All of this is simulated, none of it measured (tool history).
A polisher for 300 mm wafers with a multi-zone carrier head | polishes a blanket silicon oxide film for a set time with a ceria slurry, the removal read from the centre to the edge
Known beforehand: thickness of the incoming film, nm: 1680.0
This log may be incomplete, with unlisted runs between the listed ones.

run    day  flow of slurry (ml/min)  pressure of the head's centre zone  pressure of the head's middle zone  pressure of the head's edge zone  polishing time (s)  film removed at the wafer's centre (Å)  film removed at mid-radius (Å)  film removed at the wafer's edge (Å)
  1  0.000                      230                                1.00                                1.00                              1.00                  40                                  2313.6                          2379.1                                2376.2
  2  0.250                      190                                1.00                                1.00                              1.00                  40                                  2222.6                          2379.7                                2374.3
  3  0.592                      190                                0.99                                1.01                              0.98                  39                                  2191.4                          2268.9                                2251.5
  4  0.867                      190                                0.99                                1.01                              0.98                  45                                  2506.1                          2619.1                                2564.0
  5  0.921                      190                                0.97                                1.02                              0.96                  44                                  2412.1                          2572.9                                2515.1
  6  1.167                      190                                0.96                                1.04                              0.95                  43                                  2371.8                          2531.4                                2457.4

Run 7 is up next; what results do you expect?
  7  1.246                      190                                0.96                                1.04                              0.95                  43                                       ?                               ?                                     ?

film removed at the wafer's centre (Å): 2370.3
film removed at mid-radius (Å): 2575.4
film removed at the wafer's edge (Å): 2432.0
